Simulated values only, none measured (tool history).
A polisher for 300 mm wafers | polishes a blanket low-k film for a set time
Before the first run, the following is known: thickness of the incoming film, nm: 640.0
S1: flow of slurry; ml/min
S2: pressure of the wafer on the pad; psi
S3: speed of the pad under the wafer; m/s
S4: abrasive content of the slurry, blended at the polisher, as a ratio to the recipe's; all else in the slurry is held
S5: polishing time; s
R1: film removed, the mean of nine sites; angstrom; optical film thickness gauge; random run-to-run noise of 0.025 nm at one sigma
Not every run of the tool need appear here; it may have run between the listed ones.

run	day	S1	S2	S3	S4	S5	R1
1	0	310	1.7	0.78	1	20	52.005
2	0.083	305	1.6	0.78	1	20	49.267
3	0.121	305	1.7	0.78	1	20	52.046
4	0.375	300	1.6	0.78	1	20	49.53
5	0.646	300	1.6	0.78	1.1	20	50.402
6	0.758	340	1.6	0.78	1.1	20	51.732
7	1.046	325	1.5	0.78	1.1	20	47.856
8	1.375	320	1.4	0.78	1.1	20	44.855
9	1.629	310	1.4	0.78	1.1	20	44.823

Run 10 comes next. What will it give?
10	1.654	300	1.4	0.78	1.1	20	?

Logged for run 10: R1 44.483 angstrom.
